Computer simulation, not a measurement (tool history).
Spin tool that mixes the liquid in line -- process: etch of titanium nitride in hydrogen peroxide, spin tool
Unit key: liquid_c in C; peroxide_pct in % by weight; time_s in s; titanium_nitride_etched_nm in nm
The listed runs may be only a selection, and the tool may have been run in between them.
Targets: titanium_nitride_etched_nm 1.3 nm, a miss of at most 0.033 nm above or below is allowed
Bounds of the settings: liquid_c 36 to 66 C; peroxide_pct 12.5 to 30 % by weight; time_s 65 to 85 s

run 1 hour=0 | liquid_c=52 peroxide_pct=23.5 time_s=85 | titanium_nitride_etched_nm=2.7511
run 2 hour=3.1 | liquid_c=52 peroxide_pct=27 time_s=85 | titanium_nitride_etched_nm=2.8263
run 3 hour=9.9 | liquid_c=50.5 peroxide_pct=27 time_s=85 | titanium_nitride_etched_nm=2.5257
run 4 hour=17.6 | liquid_c=46.5 peroxide_pct=27 time_s=85 | titanium_nitride_etched_nm=1.8954
run 5 hour=23 | liquid_c=40.5 peroxide_pct=27 time_s=85 | titanium_nitride_etched_nm=1.2081
run 6 hour=30.5 | liquid_c=36 peroxide_pct=27 time_s=85 | titanium_nitride_etched_nm=0.85627
run 7 hour=35 | liquid_c=36.5 peroxide_pct=27 time_s=85 | titanium_nitride_etched_nm=0.89263
run 8 hour=41.9 | liquid_c=37 peroxide_pct=27 time_s=85 | titanium_nitride_etched_nm=0.9201
-- hour=46 new drum of peroxide connected
run 9 hour=46 | liquid_c=37.5 peroxide_pct=27 time_s=85 | titanium_nitride_etched_nm=0.97158
run 10 hour=48.7 | liquid_c=38 peroxide_pct=27 time_s=85 | titanium_nitride_etched_nm=0.99871
run 11 hour=50.4 | liquid_c=38.5 peroxide_pct=27 time_s=85 | titanium_nitride_etched_nm=1.0553

Exactly one of the 4 candidate moves below puts every result within its allowed miss. Which one?
run A hour=52.1 | liquid_c=38 peroxide_pct=27.5 time_s=65 | titanium_nitride_etched_nm=?
run B hour=52.1 | liquid_c=41 peroxide_pct=28 time_s=85 | titanium_nitride_etched_nm=?
run C hour=52.1 | liquid_c=40 peroxide_pct=24 time_s=85 | titanium_nitride_etched_nm=?
run D hour=52.1 | liquid_c=42.5 peroxide_pct=30 time_s=85 | titanium_nitride_etched_nm=?

move=A titanium_nitride_etched_nm=0.77573
move=B titanium_nitride_etched_nm=1.2838
move=C titanium_nitride_etched_nm=1.1495
move=D titanium_nitride_etched_nm=1.4611
A: moves away from the targets compared with the last run
B: in spec on every target
C: an improvement on the last run, though not all results are within tolerance
D: takes the result that was furthest off past its target
Correct choice: B, which meets every target
